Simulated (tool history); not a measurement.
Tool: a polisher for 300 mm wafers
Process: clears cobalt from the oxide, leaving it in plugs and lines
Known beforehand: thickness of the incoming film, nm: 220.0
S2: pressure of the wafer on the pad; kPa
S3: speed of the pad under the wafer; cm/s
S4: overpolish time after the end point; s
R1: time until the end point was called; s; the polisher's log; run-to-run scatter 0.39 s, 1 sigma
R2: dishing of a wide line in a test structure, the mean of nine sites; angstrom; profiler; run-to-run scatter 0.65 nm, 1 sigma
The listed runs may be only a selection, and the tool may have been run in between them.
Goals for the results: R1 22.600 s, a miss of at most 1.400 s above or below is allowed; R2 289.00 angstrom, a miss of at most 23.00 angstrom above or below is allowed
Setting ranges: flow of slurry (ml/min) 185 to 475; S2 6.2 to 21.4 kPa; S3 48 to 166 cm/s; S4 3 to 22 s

{"run": 1, "hour": 0.0, "flow of slurry (ml/min)": 305, "S2": 13.8, "S3": 106, "S4": 11, "R1": 37.732, "R2": 413.51}
{"run": 2, "hour": 7.6, "flow of slurry (ml/min)": 305, "S2": 13.8, "S3": 128, "S4": 11, "R1": 32.357, "R2": 442.31}
{"run": 3, "hour": 9.5, "flow of slurry (ml/min)": 305, "S2": 13.8, "S3": 136, "S4": 9, "R1": 31.646, "R2": 403.67}
{"run": 4, "hour": 14.3, "flow of slurry (ml/min)": 305, "S2": 11.7, "S3": 136, "S4": 9, "R1": 35.817, "R2": 372.18}
{"run": 5, "hour": 19.3, "flow of slurry (ml/min)": 315, "S2": 12.4, "S3": 142, "S4": 8, "R1": 31.245, "R2": 358.9}
{"run": 6, "hour": 25.3, "flow of slurry (ml/min)": 330, "S2": 13.1, "S3": 144, "S4": 7, "R1": 29.782, "R2": 346.44}
{"run": 7, "hour": 28.9, "flow of slurry (ml/min)": 345, "S2": 13.8, "S3": 146, "S4": 6, "R1": 27.618, "R2": 329.2}
{"run": 8, "hour": 34.0, "flow of slurry (ml/min)": 415, "S2": 16.5, "S3": 146, "S4": 3, "R1": 24.01, "R2": 217.02}

Of the 5 settings listed for the next run, only one would bring every result within its allowed miss of target. Which one?
{"run": "A", "hour": 39.1, "flow of slurry (ml/min)": 400, "S2": 17.2, "S3": 150, "S4": 3, "R1": "?", "R2": "?"}
{"run": "B", "hour": 39.1, "flow of slurry (ml/min)": 385, "S2": 17.2, "S3": 148, "S4": 3, "R1": "?", "R2": "?"}
{"run": "C", "hour": 39.1, "flow of slurry (ml/min)": 425, "S2": 18.6, "S3": 138, "S4": 4, "R1": "?", "R2": "?"}
{"run": "D", "hour": 39.1, "flow of slurry (ml/min)": 440, "S2": 17.2, "S3": 148, "S4": 3, "R1": "?", "R2": "?"}
{"run": "E", "hour": 39.1, "flow of slurry (ml/min)": 420, "S2": 17.9, "S3": 144, "S4": 3, "R1": "?", "R2": "?"}

move=A R1=22.654 R2=238.09
move=B R1=22.982 R2=235.43
move=C R1=22.586 R2=296.09
move=D R1=22.778 R2=237.09
move=E R1=22.563 R2=238.85
A: nearer than the last run, and not there yet
B: nearer than the last run, and not there yet
C: all results in spec
D: nearer than the last run, and not there yet
E: nearer than the last run, and not there yet
C meets every target.
